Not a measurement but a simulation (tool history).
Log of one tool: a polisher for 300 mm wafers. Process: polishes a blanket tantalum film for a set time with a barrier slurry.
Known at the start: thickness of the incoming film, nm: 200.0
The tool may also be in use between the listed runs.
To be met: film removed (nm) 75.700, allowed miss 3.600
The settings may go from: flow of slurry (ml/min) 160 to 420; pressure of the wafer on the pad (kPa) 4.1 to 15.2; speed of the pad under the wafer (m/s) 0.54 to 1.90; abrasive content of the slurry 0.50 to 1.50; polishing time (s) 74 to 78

run	hour	flow of slurry (ml/min)	pressure of the wafer on the pad (kPa)	speed of the pad under the wafer (m/s)	abrasive content of the slurry	polishing time (s)	film removed (nm)
1	0.0	270	9.7	1.22	1.00	74	114.370
2	3.8	270	9.0	1.22	1.00	74	110.320
3	8.8	270	9.0	1.22	0.85	74	103.870
4	17.8	270	11.0	1.22	0.85	74	122.660
5	25.9	270	10.3	1.22	0.85	74	114.060
6	31.9	270	9.7	1.22	0.85	74	108.640
7	38.3	270	9.0	1.22	0.85	74	104.020
8	44.7	270	8.3	1.22	0.85	74	94.607

5 next moves are on the table. One of them brings every result within its allowed miss. Which?
A	51.1	230	7.6	1.12	0.65	78	?
B	51.1	315	8.3	1.26	1.00	74	?
C	51.1	230	8.3	1.00	0.65	74	?
D	51.1	230	11.0	1.00	0.85	75	?
E	51.1	170	4.8	1.44	0.75	74	?

move	film removed (nm)
A	74.628
B	107.920
C	67.720
D	99.002
E	68.366
A: meets every target
B: further off than the last run
C: takes the result that was furthest off past its target
D: further off than the last run
E: takes the result that was furthest off past its target
The right move is A.

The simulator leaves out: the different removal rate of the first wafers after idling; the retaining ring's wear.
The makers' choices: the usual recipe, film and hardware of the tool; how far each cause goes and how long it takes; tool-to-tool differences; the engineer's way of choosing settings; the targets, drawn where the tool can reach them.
